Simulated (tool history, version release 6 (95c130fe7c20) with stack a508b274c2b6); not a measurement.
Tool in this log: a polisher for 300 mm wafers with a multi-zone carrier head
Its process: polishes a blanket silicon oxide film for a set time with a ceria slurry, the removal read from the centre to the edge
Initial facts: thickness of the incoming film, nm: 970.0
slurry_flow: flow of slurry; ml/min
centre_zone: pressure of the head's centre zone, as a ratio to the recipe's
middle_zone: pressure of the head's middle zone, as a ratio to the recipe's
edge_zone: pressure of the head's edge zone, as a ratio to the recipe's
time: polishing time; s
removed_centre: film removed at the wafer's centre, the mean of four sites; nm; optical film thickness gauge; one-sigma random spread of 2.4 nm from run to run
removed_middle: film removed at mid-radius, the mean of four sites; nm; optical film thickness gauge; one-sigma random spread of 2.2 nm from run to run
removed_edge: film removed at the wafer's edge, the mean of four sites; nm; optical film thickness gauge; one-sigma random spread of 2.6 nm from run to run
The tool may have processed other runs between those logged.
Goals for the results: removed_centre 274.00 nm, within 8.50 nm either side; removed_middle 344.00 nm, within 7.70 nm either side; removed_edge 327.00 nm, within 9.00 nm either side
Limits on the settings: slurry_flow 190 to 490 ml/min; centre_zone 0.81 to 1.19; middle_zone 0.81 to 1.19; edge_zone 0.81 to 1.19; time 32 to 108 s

run  hour  slurry_flow  centre_zone  middle_zone  edge_zone  time  removed_centre  removed_middle  removed_edge
  1   0.0          315         1.00         1.00       1.00    70          315.49          310.41        306.73
  2   4.0          315         1.00         1.00       1.05    70          316.93          310.96        308.33
  3   8.8          315         1.00         1.00       1.13    70          313.07          312.83        325.93
  4  11.9          315         1.08         1.00       1.13    70          343.27          308.46        323.49
  5  13.4          315         1.08         1.00       1.18    70          335.36          312.55        329.21
  6  21.6          310         1.04         1.02       1.18    70          323.74          317.42        328.09
  7  24.5          310         1.00         1.04       1.18    70          310.42          323.38        334.80
  8  32.4          310         0.97         1.06       1.16    70          301.18          329.63        327.69
  9  39.2          310         0.95         1.07       1.16    70          299.30          333.81        326.28
 10  40.2          305         0.93         1.08       1.16    70          294.85          331.36        323.93
 11  44.7          310         0.91         1.09       1.17    70          281.93          334.60        324.98

Which single option among these 5 for the next run brings every result within its allowed miss of target? Just one does.
  A  49.2          365         0.91         1.06       1.15    70               ?               ?             ?
  B  49.2          295         0.94         1.07       1.17    71               ?               ?             ?
  C  49.2          370         0.87         1.01       1.16    70               ?               ?             ?
  D  49.2          300         0.88         1.07       1.19    70               ?               ?             ?
  E  49.2          300         0.85         1.09       1.12    72               ?               ?             ?

move  removed_centre  removed_middle  removed_edge
   A          290.49          328.26        329.72
   B          299.29          330.42        333.43
   C          277.80          315.43        331.66
   D          276.49          326.28        331.99
   E          274.64          341.05        330.83
A: moves away from the targets compared with the last run
B: moves away from the targets compared with the last run
C: moves away from the targets compared with the last run
D: moves away from the targets compared with the last run
E: each result inside its tolerance
The move that meets every target is E.
